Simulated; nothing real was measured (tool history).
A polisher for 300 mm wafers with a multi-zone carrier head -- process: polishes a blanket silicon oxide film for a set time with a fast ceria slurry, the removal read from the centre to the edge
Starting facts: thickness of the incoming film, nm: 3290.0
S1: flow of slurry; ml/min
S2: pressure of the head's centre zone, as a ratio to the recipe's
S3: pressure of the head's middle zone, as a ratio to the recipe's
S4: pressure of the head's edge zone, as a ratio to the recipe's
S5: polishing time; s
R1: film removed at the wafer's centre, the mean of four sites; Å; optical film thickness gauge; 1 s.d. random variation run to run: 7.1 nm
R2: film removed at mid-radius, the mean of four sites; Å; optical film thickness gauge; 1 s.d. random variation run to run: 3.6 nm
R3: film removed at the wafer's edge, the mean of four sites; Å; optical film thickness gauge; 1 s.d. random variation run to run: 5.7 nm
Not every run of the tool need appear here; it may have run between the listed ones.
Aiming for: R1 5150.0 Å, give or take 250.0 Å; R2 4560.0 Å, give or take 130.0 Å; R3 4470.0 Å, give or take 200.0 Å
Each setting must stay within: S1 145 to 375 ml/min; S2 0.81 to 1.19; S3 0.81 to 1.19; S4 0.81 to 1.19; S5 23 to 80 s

run	hour	S1	S2	S3	S4	S5	R1	R2	R3
1	0.0	240	1.00	1.00	1.00	51	7289.3	7227.7	7435.8
2	3.4	240	1.00	1.00	0.92	51	7002.0	7168.6	6988.7
3	10.7	240	1.00	1.00	0.98	51	7305.1	7123.1	7242.9
4	11.6	240	1.01	0.99	0.96	48	6864.5	6768.7	6646.5
5	12.3	240	1.01	0.99	0.91	48	6916.8	6729.7	6661.8
6	20.9	300	1.01	0.99	0.91	48	7158.9	6876.8	6685.6
7	23.8	300	1.01	0.98	0.90	45	6511.1	6465.0	6180.8
8	31.9	300	1.01	0.98	0.90	45	6695.2	6562.5	6248.5
# hour 34.0: worn pad replaced by a new one
9	34.0	300	1.01	0.96	0.89	43	6969.9	6858.8	6833.4
10	40.3	285	1.03	0.98	0.93	41	6848.0	6457.4	6439.7
11	43.6	285	1.03	0.98	0.93	41	6867.4	6703.6	6409.6
12	50.4	285	1.01	0.97	0.91	39	6370.2	6206.0	6197.4
13	51.0	265	1.02	0.98	0.90	37	6026.2	5869.6	5742.9
14	58.7	255	1.03	0.98	0.89	35	5801.2	5590.7	5419.9
15	63.3	245	1.04	0.98	0.88	34	5636.7	5331.6	5162.1
16	70.0	235	1.05	0.98	0.87	34	5653.4	5368.9	5068.8
17	76.4	200	1.05	0.88	0.81	29	4814.8	4100.2	4293.8
18	81.0	210	1.05	0.89	0.81	29	4767.6	4132.9	4175.8
19	88.2	200	1.08	0.95	0.87	33	5618.4	4887.1	4848.6

Consider the 5 candidate settings below. Which is the only one whose results all fall within their allowed miss of target?
A	95.4	205	1.03	1.13	0.81	31	?	?	?
B	95.4	165	1.02	0.88	0.98	37	?	?	?
C	95.4	195	1.12	0.99	0.91	30	?	?	?
D	95.4	145	0.95	0.89	0.93	38	?	?	?
E	95.4	215	1.19	1.09	0.81	32	?	?	?

move	R1	R2	R3
A	5134.3	5345.3	4452.1
B	5793.8	4964.3	5634.7
C	5351.3	4581.2	4512.9
D	5359.1	4999.9	5532.0
E	6178.3	5385.0	4623.4
A: the biggest miss grows against the last run
B: the biggest miss grows against the last run
C: hits every target within its allowed miss
D: the biggest miss grows against the last run
E: the biggest miss grows against the last run
C is the move that brings every result within its allowed miss.

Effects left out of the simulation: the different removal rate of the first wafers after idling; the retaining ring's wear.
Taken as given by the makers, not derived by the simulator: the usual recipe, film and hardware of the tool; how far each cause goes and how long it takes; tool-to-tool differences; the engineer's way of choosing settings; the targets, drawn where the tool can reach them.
